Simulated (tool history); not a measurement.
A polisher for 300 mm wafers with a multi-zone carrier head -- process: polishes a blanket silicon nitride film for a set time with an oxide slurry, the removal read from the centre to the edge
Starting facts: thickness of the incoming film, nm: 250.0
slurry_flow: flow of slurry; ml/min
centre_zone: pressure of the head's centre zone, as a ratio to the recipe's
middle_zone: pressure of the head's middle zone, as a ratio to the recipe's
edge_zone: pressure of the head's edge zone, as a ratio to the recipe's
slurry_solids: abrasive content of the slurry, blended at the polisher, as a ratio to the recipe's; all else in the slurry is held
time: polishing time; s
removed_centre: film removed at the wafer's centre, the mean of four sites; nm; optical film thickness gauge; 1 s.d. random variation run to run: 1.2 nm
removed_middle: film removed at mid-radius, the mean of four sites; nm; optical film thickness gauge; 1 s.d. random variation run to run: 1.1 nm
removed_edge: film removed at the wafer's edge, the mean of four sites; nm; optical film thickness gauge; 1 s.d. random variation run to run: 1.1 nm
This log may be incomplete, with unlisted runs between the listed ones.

run,hour,slurry_flow,centre_zone,middle_zone,edge_zone,slurry_solids,time,removed_centre,removed_middle,removed_edge
1,0,280,1,1,1,1,54,59.948,60.615,56.64
2,3.2,280,1,1,1,1,48,52.452,53.468,51.836
3,10.5,280,1,1,1,0.85,48,47.523,49.887,46.57
4,19.3,280,0.99,1.02,1.02,0.95,50,52.389,55.881,52.208
5,24.1,280,0.99,1.03,1.04,1,51,54.776,59.583,54.457
6,26.9,280,0.99,1.03,1.04,0.9,51,52.199,55.038,52.932
7,31.7,280,0.99,1.03,1.04,0.9,51,52.284,57.207,52.206
8,38.7,280,0.98,1.03,1.06,1,52,56.078,60.622,56.497
9,46.6,285,0.92,1.09,1.16,1.25,65,74.193,87.761,80.034
10,54.9,285,0.92,1.08,1.16,1.3,65,72.763,88.233,83.008

Run 11 is up next; what results do you expect?
11,60.9,285,0.93,1.08,1.16,1.3,65,?,?,?

{"run 11": {"removed_centre": 73.692, "removed_middle": 88.533, "removed_edge": 82.654}}

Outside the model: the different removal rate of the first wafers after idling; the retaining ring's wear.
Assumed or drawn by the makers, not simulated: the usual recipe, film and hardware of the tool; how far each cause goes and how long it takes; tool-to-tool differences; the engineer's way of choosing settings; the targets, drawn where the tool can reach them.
